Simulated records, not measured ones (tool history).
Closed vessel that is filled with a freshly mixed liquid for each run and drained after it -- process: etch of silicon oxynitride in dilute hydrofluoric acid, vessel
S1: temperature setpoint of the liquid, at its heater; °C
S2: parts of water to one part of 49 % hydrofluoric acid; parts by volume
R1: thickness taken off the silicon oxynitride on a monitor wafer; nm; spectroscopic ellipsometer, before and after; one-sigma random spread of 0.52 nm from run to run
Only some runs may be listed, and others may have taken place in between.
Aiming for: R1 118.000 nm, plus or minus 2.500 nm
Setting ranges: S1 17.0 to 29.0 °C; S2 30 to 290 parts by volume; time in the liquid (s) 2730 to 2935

Run 1, hour 0.0: S1 21.0 °C, S2 160 parts by volume, time in the liquid (s) 2730. Result: R1 71.173 nm.
Run 2, hour 9.0: S1 21.0 °C, S2 135 parts by volume, time in the liquid (s) 2730. Result: R1 84.962 nm.
Run 3, hour 15.3: S1 21.0 °C, S2 135 parts by volume, time in the liquid (s) 2935. Result: R1 92.114 nm.
Run 4, hour 20.9: S1 22.0 °C, S2 135 parts by volume, time in the liquid (s) 2935. Result: R1 96.707 nm.
Run 5, hour 26.9: S1 23.0 °C, S2 135 parts by volume, time in the liquid (s) 2935. Result: R1 100.980 nm.
Run 6, hour 28.4: S1 23.5 °C, S2 135 parts by volume, time in the liquid (s) 2935. Result: R1 103.300 nm.
Run 7, hour 36.1: S1 24.0 °C, S2 135 parts by volume, time in the liquid (s) 2935. Result: R1 105.950 nm.
Run 8, hour 41.8: S1 24.5 °C, S2 135 parts by volume, time in the liquid (s) 2935. Result: R1 108.610 nm.
Run 9, hour 44.9: S1 25.0 °C, S2 135 parts by volume, time in the liquid (s) 2935. Result: R1 111.570 nm.
Run 10, hour 54.7: S1 25.5 °C, S2 135 parts by volume, time in the liquid (s) 2935. Result: R1 112.850 nm.

4 next moves are on the table. One of them brings every result within its allowed miss. Which?
Run A, hour 64.5: S1 21.5 °C, S2 105 parts by volume, time in the liquid (s) 2800. Result: R1 ?.
Run B, hour 64.5: S1 27.0 °C, S2 145 parts by volume, time in the liquid (s) 2935. Result: R1 ?.
Run C, hour 64.5: S1 25.0 °C, S2 115 parts by volume, time in the liquid (s) 2755. Result: R1 ?.
Run D, hour 64.5: S1 27.0 °C, S2 145 parts by volume, time in the liquid (s) 2885. Result: R1 ?.

move       R1
   A  119.050
   B  112.900
   C  125.190
   D  110.970
A: all results land within tolerance of their targets
B: just as far off the targets as the last run
C: takes the biggest miss from the last run beyond its target
D: misses by more than the last run did
The right move is A.
